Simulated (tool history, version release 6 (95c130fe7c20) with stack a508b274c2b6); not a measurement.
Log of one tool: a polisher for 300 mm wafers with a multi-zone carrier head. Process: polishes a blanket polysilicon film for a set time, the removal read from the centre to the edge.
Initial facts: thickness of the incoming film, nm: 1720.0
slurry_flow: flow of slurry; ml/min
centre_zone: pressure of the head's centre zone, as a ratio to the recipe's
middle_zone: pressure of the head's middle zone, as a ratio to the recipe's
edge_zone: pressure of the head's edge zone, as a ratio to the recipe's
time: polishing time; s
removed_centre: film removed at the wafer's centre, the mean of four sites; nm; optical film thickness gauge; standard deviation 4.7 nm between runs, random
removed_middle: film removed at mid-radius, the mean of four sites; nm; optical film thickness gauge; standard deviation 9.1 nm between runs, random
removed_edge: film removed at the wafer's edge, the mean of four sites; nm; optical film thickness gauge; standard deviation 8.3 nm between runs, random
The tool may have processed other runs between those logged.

run,hour,slurry_flow,centre_zone,middle_zone,edge_zone,time,removed_centre,removed_middle,removed_edge
1,0,150,1,1,1,88,429.93,461,465.97
2,7.2,150,1,1,1,74,361.37,390.9,395.18
3,13.3,165,1.02,1.04,1,83,421.83,451.95,437.24
4,20.6,170,1.02,1.07,1,91,465.97,516.83,490.23
5,26,175,1.03,1.1,0.99,96,502.58,562.69,515.14
# hour 34.4: slurry nozzle cleaned
6,34.4,180,1.04,1.12,0.99,100,612.06,666.42,592.36
7,40.1,185,1.04,1.14,0.99,100,608.11,675.48,581.8
8,48,190,1.04,1.15,1.01,100,617.93,694.57,590.55
9,56.6,195,1.04,1.16,1.03,100,622.01,690.92,607.65

What does the tool deliver on the next run?
10,60.4,200,1.04,1.17,1.02,101,?,?,?

Run 10 came out at removed_centre 627.36 nm, removed_middle 721.24 nm, removed_edge 608.5 nm.
